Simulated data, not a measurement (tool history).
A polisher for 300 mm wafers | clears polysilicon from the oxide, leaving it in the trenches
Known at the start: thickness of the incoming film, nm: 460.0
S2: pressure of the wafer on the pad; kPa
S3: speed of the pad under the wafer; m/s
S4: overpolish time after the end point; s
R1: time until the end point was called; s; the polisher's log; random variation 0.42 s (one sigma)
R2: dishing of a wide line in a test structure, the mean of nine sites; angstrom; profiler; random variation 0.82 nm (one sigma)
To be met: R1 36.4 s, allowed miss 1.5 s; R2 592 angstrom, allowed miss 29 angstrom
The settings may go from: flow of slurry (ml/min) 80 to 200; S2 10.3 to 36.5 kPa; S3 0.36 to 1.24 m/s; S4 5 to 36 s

Run 1, day 0: flow of slurry (ml/min) 130, S2 23.4 kPa, S3 0.8 m/s, S4 18 s. Result: R1 26.052 s, R2 687.98 angstrom.
Run 2, day 0.025: flow of slurry (ml/min) 130, S2 22.1 kPa, S3 0.8 m/s, S4 15 s. Result: R1 27.861 s, R2 673.35 angstrom.
Run 3, day 0.308: flow of slurry (ml/min) 130, S2 22.1 kPa, S3 0.96 m/s, S4 15 s. Result: R1 24.084 s, R2 693.16 angstrom.
Run 4, day 0.354: flow of slurry (ml/min) 100, S2 22.1 kPa, S3 0.96 m/s, S4 15 s. Result: R1 25.085 s, R2 688.62 angstrom.
Run 5, day 0.7: flow of slurry (ml/min) 80, S2 22.1 kPa, S3 0.96 m/s, S4 15 s. Result: R1 26.866 s, R2 676.8 angstrom.
Run 6, day 0.967: flow of slurry (ml/min) 80, S2 22.1 kPa, S3 0.96 m/s, S4 15 s. Result: R1 26.735 s, R2 673.19 angstrom.
Run 7, day 1.258: flow of slurry (ml/min) 80, S2 21.4 kPa, S3 0.94 m/s, S4 13 s. Result: R1 27.676 s, R2 663.24 angstrom.
Run 8, day 1.546: flow of slurry (ml/min) 80, S2 20.7 kPa, S3 0.92 m/s, S4 11 s. Result: R1 29.056 s, R2 636.19 angstrom.
Run 9, day 1.829: flow of slurry (ml/min) 80, S2 20 kPa, S3 0.92 m/s, S4 10 s. Result: R1 29.921 s, R2 618.32 angstrom.
Run 10, day 2.125: flow of slurry (ml/min) 80, S2 19.3 kPa, S3 0.92 m/s, S4 10 s. Result: R1 31.379 s, R2 597.24 angstrom.
Run 11, day 2.471: flow of slurry (ml/min) 80, S2 19.3 kPa, S3 0.92 m/s, S4 10 s. Result: R1 31.537 s, R2 615.94 angstrom.
Run 12, day 2.492: flow of slurry (ml/min) 80, S2 18.6 kPa, S3 0.92 m/s, S4 10 s. Result: R1 32.241 s, R2 606.8 angstrom.
Run 13, day 2.821: flow of slurry (ml/min) 80, S2 18.6 kPa, S3 0.92 m/s, S4 10 s. Result: R1 33.146 s, R2 586.83 angstrom.
Run 14, day 2.95: flow of slurry (ml/min) 80, S2 18.6 kPa, S3 0.92 m/s, S4 10 s. Result: R1 32.62 s, R2 599.48 angstrom.
Run 15, day 3.212: flow of slurry (ml/min) 80, S2 15.9 kPa, S3 0.92 m/s, S4 9 s. Result: R1 37.802 s, R2 537.92 angstrom.

Which of these 4 next moves meets every target?
Run A, day 3.475: flow of slurry (ml/min) 80, S2 15.9 kPa, S3 0.88 m/s, S4 12 s. Result: R1 ?, R2 ?.
Run B, day 3.475: flow of slurry (ml/min) 95, S2 18.6 kPa, S3 0.76 m/s, S4 11 s. Result: R1 ?, R2 ?.
Run C, day 3.475: flow of slurry (ml/min) 80, S2 17.9 kPa, S3 0.84 m/s, S4 8 s. Result: R1 ?, R2 ?.
Run D, day 3.475: flow of slurry (ml/min) 85, S2 15.9 kPa, S3 0.88 m/s, S4 9 s. Result: R1 ?, R2 ?.

move      R1      R2
   A  38.756  595.04
   B  35.676  594.19
   C  35.698  522.43
   D  38.209  534.48
A: brings the result that was furthest off to its target, and leaves another outside
B: meets every target
C: further off than the last run
D: further off than the last run
The right move is B.

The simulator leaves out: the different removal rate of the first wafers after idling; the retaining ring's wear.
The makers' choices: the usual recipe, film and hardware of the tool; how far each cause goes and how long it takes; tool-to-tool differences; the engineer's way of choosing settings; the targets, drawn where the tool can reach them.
